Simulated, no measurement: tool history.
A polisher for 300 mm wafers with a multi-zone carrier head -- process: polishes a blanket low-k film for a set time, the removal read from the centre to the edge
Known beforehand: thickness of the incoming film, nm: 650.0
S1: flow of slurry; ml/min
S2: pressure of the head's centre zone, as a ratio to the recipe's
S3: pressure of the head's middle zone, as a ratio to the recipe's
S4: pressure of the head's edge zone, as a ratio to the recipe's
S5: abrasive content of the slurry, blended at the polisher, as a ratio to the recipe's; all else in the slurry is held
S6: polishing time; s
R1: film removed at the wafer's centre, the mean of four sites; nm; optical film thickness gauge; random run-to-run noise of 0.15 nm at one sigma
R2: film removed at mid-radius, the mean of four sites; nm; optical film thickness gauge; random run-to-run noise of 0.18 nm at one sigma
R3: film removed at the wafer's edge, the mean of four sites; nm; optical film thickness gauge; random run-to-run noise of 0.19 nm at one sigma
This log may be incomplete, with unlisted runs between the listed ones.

run,day,S1,S2,S3,S4,S5,S6,R1,R2,R3
1,0,205,1,1,1,1,62,20.556,20.12,20.191
2,0.058,205,1,1.06,1,1,62,20.122,20.47,19.669
3,0.158,165,1,1.06,1,1,62,19.383,20.277,19.811
4,0.438,165,1,1.06,1,0.8,62,17.674,18.299,18.14
5,0.525,165,0.99,1.06,1,0.75,61,16.761,17.755,16.435
6,0.767,165,0.99,1,1,0.75,61,16.689,16.674,17.288
7,0.896,165,0.98,1,1,0.7,61,16.217,15.995,16.384
# day 1.008: slurry nozzle cleaned
8,1.008,165,0.96,1,1,0.7,61,16.832,16.873,17.359
9,1.071,160,0.96,1.01,1.01,0.7,60,16.238,16.645,16.786
10,1.4,155,0.95,1.01,1.01,0.7,59,16.008,16.568,16.097

Forecast run 11:
11,1.508,150,0.95,1.01,1.03,0.7,58,?,?,?

Run 11 came out at R1 15.229 nm, R2 15.662 nm, R3 16.269 nm.
